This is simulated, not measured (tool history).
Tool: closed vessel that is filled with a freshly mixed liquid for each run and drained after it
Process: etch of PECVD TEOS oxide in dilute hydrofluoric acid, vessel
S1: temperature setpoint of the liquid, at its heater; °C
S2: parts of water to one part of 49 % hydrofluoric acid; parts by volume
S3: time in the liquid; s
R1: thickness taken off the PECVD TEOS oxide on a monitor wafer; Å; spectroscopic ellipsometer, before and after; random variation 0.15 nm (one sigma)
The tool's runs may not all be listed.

run  hour    S1   S2   S3      R1
  1     0    21  140  175  127.75
  2   5.7    21  110  175   167.2
  3   7.6    21   70  175  276.67
  4  12.5    21   35  175  580.92
  5  16.7    20   40  175  479.62
  6  21.4  19.5   45  175   414.2
  7  28.6    19   45  175  405.52

The next listed run, before its measurement:
  8  30.8  18.5  45  175   ?

Run 8 gave R1 400.59 Å.
